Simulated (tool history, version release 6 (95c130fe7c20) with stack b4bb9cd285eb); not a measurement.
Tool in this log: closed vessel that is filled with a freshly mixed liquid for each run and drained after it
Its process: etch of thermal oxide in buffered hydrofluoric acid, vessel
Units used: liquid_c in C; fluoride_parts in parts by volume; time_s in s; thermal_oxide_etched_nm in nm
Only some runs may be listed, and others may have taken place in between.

{"run": 1, "hour": 0.0, "liquid_c": 21.0, "fluoride_parts": 22.5, "time_s": 30, "thermal_oxide_etched_nm": 13.301}
{"run": 2, "hour": 3.5, "liquid_c": 22.5, "fluoride_parts": 21.0, "time_s": 30, "thermal_oxide_etched_nm": 15.101}
{"run": 3, "hour": 6.8, "liquid_c": 23.5, "fluoride_parts": 20.0, "time_s": 30, "thermal_oxide_etched_nm": 16.577}
{"run": 4, "hour": 9.4, "liquid_c": 23.5, "fluoride_parts": 14.5, "time_s": 30, "thermal_oxide_etched_nm": 22.713}
{"run": 5, "hour": 18.3, "liquid_c": 23.5, "fluoride_parts": 14.5, "time_s": 30, "thermal_oxide_etched_nm": 22.804}
{"run": 6, "hour": 20.7, "liquid_c": 24.0, "fluoride_parts": 14.5, "time_s": 30, "thermal_oxide_etched_nm": 23.492}

For run 7, what comes out?
{"run": 7, "hour": 27.5, "liquid_c": 24.5, "fluoride_parts": 14.5, "time_s": 30, "thermal_oxide_etched_nm": "?"}

{"run 7": {"thermal_oxide_etched_nm": 23.987}}

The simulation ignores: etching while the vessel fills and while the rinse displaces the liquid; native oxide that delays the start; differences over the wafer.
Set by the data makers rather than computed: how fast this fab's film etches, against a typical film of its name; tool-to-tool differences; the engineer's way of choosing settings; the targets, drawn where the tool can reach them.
